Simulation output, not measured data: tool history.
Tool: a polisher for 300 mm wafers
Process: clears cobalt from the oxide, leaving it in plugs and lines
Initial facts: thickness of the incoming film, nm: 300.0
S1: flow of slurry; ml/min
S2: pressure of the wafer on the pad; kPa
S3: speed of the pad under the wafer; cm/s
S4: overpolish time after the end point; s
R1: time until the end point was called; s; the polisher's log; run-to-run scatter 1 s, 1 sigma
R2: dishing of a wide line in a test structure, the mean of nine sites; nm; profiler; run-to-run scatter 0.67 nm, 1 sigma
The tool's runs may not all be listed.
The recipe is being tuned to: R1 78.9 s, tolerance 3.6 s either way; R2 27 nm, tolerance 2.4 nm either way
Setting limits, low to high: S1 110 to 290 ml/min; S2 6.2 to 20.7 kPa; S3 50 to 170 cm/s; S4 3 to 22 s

run 1 hour=0 | S1=185 S2=13.1 S3=110 S4=11 | R1=48.861 R2=33.124
run 2 hour=2.7 | S1=185 S2=11 S3=110 S4=11 | R1=60.663 R2=30.147
run 3 hour=9.2 | S1=185 S2=11 S3=88 S4=11 | R1=69.625 R2=26.245
run 4 hour=12.2 | S1=185 S2=11 S3=88 S4=6 | R1=69.026 R2=18.348
run 5 hour=18 | S1=185 S2=10.3 S3=90 S4=8 | R1=72.553 R2=22.05
run 6 hour=20.4 | S1=185 S2=10.3 S3=92 S4=9 | R1=73.075 R2=23.214
run 7 hour=24.8 | S1=185 S2=10.3 S3=92 S4=10 | R1=73.708 R2=26.2
run 8 hour=30.6 | S1=185 S2=9.7 S3=92 S4=10 | R1=76.763 R2=24.353

4 candidate next runs follow, results not yet known. Just one meets every target within its allowed miss. Identify it.
run A hour=36.4 | S1=190 S2=11 S3=84 S4=8 | R1=? R2=?
run B hour=36.4 | S1=195 S2=10.3 S3=80 S4=12 | R1=? R2=?
run C hour=36.4 | S1=185 S2=8.3 S3=104 S4=8 | R1=? R2=?
run D hour=36.4 | S1=180 S2=8.3 S3=90 S4=9 | R1=? R2=?

move=A R1=72.348 R2=22.383
move=B R1=79.517 R2=27.417
move=C R1=81.304 R2=20.62
move=D R1=91.276 R2=20.668
A: the biggest miss grows against the last run
B: each result inside its tolerance
C: the biggest miss grows against the last run
D: the biggest miss grows against the last run
Move B is the one to make.
